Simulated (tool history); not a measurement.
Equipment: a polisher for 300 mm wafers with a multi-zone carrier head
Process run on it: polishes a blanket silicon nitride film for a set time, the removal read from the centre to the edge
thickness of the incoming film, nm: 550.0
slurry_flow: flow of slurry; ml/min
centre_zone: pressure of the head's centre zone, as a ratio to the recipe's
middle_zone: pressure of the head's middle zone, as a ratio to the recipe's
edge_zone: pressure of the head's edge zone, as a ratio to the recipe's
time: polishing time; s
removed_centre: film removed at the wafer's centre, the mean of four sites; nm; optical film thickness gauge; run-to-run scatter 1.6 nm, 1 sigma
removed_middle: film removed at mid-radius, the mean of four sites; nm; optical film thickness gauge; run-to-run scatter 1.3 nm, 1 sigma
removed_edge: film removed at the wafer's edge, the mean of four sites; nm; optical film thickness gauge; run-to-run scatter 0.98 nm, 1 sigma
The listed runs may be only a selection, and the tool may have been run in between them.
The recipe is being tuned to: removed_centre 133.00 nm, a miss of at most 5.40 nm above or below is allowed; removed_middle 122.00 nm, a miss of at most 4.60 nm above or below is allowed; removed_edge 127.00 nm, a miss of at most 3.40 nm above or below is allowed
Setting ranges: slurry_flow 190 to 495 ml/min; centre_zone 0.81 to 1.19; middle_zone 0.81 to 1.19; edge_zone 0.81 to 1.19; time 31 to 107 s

{"run": 1, "hour": 0.0, "slurry_flow": 320, "centre_zone": 1.0, "middle_zone": 1.0, "edge_zone": 1.0, "time": 69, "removed_centre": 200.11, "removed_middle": 199.93, "removed_edge": 197.18}
{"run": 2, "hour": 4.9, "slurry_flow": 320, "centre_zone": 1.0, "middle_zone": 1.0, "edge_zone": 0.96, "time": 69, "removed_centre": 201.89, "removed_middle": 194.01, "removed_edge": 193.85}
{"run": 3, "hour": 10.6, "slurry_flow": 320, "centre_zone": 1.0, "middle_zone": 1.0, "edge_zone": 0.92, "time": 69, "removed_centre": 202.6, "removed_middle": 195.57, "removed_edge": 187.96}
{"run": 4, "hour": 19.3, "slurry_flow": 315, "centre_zone": 0.98, "middle_zone": 0.97, "edge_zone": 0.9, "time": 62, "removed_centre": 177.85, "removed_middle": 169.49, "removed_edge": 168.23}
{"run": 5, "hour": 24.3, "slurry_flow": 315, "centre_zone": 1.02, "middle_zone": 0.97, "edge_zone": 0.9, "time": 62, "removed_centre": 184.19, "removed_middle": 170.69, "removed_edge": 167.46}
{"run": 6, "hour": 25.1, "slurry_flow": 310, "centre_zone": 1.0, "middle_zone": 0.95, "edge_zone": 0.88, "time": 57, "removed_centre": 163.69, "removed_middle": 158.11, "removed_edge": 153.92}
{"run": 7, "hour": 33.2, "slurry_flow": 310, "centre_zone": 1.0, "middle_zone": 0.91, "edge_zone": 0.87, "time": 54, "removed_centre": 159.18, "removed_middle": 139.47, "removed_edge": 144.86}
{"run": 8, "hour": 35.7, "slurry_flow": 305, "centre_zone": 0.98, "middle_zone": 0.9, "edge_zone": 0.86, "time": 52, "removed_centre": 149.53, "removed_middle": 134.33, "removed_edge": 139.13}
{"run": 9, "hour": 38.8, "slurry_flow": 300, "centre_zone": 0.97, "middle_zone": 0.89, "edge_zone": 0.85, "time": 51, "removed_centre": 145.03, "removed_middle": 128.31, "removed_edge": 133.55}
{"run": 10, "hour": 41.3, "slurry_flow": 285, "centre_zone": 0.95, "middle_zone": 0.89, "edge_zone": 0.85, "time": 51, "removed_centre": 137.79, "removed_middle": 131.31, "removed_edge": 134.22}
{"run": 11, "hour": 50.0, "slurry_flow": 285, "centre_zone": 0.95, "middle_zone": 0.89, "edge_zone": 0.85, "time": 51, "removed_centre": 136.38, "removed_middle": 133.47, "removed_edge": 132.09}
{"run": 12, "hour": 51.4, "slurry_flow": 280, "centre_zone": 0.95, "middle_zone": 0.87, "edge_zone": 0.84, "time": 51, "removed_centre": 142.25, "removed_middle": 129.33, "removed_edge": 132.63}
{"run": 13, "hour": 57.4, "slurry_flow": 280, "centre_zone": 0.94, "middle_zone": 0.86, "edge_zone": 0.83, "time": 51, "removed_centre": 140.35, "removed_middle": 124.43, "removed_edge": 133.13}
{"run": 14, "hour": 60.4, "slurry_flow": 270, "centre_zone": 0.94, "middle_zone": 0.86, "edge_zone": 0.82, "time": 51, "removed_centre": 137.25, "removed_middle": 126.69, "removed_edge": 131.26}
{"run": 15, "hour": 69.2, "slurry_flow": 265, "centre_zone": 0.94, "middle_zone": 0.86, "edge_zone": 0.82, "time": 51, "removed_centre": 138.48, "removed_middle": 124.68, "removed_edge": 130.2}
{"run": 16, "hour": 76.2, "slurry_flow": 260, "centre_zone": 0.93, "middle_zone": 0.86, "edge_zone": 0.82, "time": 51, "removed_centre": 134.63, "removed_middle": 127.06, "removed_edge": 133.46}
{"run": 17, "hour": 84.4, "slurry_flow": 260, "centre_zone": 0.93, "middle_zone": 0.86, "edge_zone": 0.82, "time": 51, "removed_centre": 133.5, "removed_middle": 126.63, "removed_edge": 132.67}

4 candidate next runs follow, results not yet known. Just one meets every target within its allowed miss. Identify it.
{"run": "A", "hour": 92.6, "slurry_flow": 245, "centre_zone": 0.89, "middle_zone": 0.83, "edge_zone": 0.9, "time": 47, "removed_centre": "?", "removed_middle": "?", "removed_edge": "?"}
{"run": "B", "hour": 92.6, "slurry_flow": 255, "centre_zone": 0.92, "middle_zone": 0.82, "edge_zone": 0.82, "time": 46, "removed_centre": "?", "removed_middle": "?", "removed_edge": "?"}
{"run": "C", "hour": 92.6, "slurry_flow": 195, "centre_zone": 0.82, "middle_zone": 0.89, "edge_zone": 0.87, "time": 52, "removed_centre": "?", "removed_middle": "?", "removed_edge": "?"}
{"run": "D", "hour": 92.6, "slurry_flow": 280, "centre_zone": 0.95, "middle_zone": 0.87, "edge_zone": 0.83, "time": 49, "removed_centre": "?", "removed_middle": "?", "removed_edge": "?"}

move=A removed_centre=118.72 removed_middle=112.27 removed_edge=123.81
move=B removed_centre=120.44 removed_middle=109.06 removed_edge=116.43
move=C removed_centre=119.20 removed_middle=129.77 removed_edge=133.41
move=D removed_centre=133.35 removed_middle=122.52 removed_edge=125.12
A: gets the furthest-off result to its target, but another result is out of tolerance
B: the result that was furthest off in the last run now lies on the other side of its target
C: moves away from the targets compared with the last run
D: every result lands within tolerance
D is the move that brings every result within its allowed miss.
